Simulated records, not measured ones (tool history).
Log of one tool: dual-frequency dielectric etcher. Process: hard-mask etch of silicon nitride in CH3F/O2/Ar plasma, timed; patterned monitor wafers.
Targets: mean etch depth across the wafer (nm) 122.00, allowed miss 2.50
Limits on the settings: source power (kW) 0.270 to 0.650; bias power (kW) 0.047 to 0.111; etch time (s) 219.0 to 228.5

run	hour	source power (kW)	bias power (kW)	etch time (s)	mean etch depth across the wafer (nm)
1	0.0	0.460	0.079	219.0	153.62
2	7.5	0.420	0.079	219.0	148.39
3	11.0	0.420	0.079	228.5	153.81
4	16.1	0.420	0.079	228.5	155.96
5	19.1	0.420	0.091	228.5	161.70
6	28.0	0.500	0.091	228.5	172.04
7	36.7	0.430	0.079	225.5	155.09
8	37.9	0.380	0.071	223.5	142.99
9	42.7	0.350	0.065	222.0	132.70
10	46.6	0.330	0.064	222.0	128.96
11	48.8	0.310	0.064	222.0	126.92
12	55.9	0.300	0.064	222.0	124.78

Below are 4 possible settings for the next run. Only one of them brings all results inside the allowed miss of their targets. Which is it?
A	63.0	0.300	0.069	225.5	?
B	63.0	0.280	0.071	226.0	?
C	63.0	0.320	0.063	228.5	?
D	63.0	0.280	0.062	224.5	?

move	mean etch depth across the wafer (nm)
A	129.53
B	127.70
C	130.82
D	121.81
A: its largest miss is bigger than the last run's
B: its largest miss is bigger than the last run's
C: its largest miss is bigger than the last run's
D: every result lands within tolerance
The move that meets every target is D.

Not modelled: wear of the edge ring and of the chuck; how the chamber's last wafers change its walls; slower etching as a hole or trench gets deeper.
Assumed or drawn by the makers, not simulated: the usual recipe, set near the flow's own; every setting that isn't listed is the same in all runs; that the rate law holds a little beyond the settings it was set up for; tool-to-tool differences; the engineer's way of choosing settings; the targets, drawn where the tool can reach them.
